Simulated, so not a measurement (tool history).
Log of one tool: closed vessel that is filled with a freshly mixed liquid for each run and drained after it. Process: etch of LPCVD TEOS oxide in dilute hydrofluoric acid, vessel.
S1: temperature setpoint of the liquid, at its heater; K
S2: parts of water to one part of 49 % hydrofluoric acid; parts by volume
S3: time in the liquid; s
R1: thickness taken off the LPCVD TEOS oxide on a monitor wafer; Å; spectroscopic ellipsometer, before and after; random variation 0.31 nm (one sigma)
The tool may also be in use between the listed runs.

run  hour      S1   S2   S3      R1
  1   0.0  294.15  190  345  543.06
  2   7.0  293.15  200  345  494.68
  3  15.0  292.15  210  345  452.02
  4  16.0  294.65  210  345  493.15
  5  19.7  293.65  215  345  462.43
  6  24.2  292.65  220  345  426.73
  7  26.6  292.15  225  345  417.80

The next listed run, before its measurement:
  8  28.1  291.65  230  345   ?

Run 8 gave R1 396.98 Å.

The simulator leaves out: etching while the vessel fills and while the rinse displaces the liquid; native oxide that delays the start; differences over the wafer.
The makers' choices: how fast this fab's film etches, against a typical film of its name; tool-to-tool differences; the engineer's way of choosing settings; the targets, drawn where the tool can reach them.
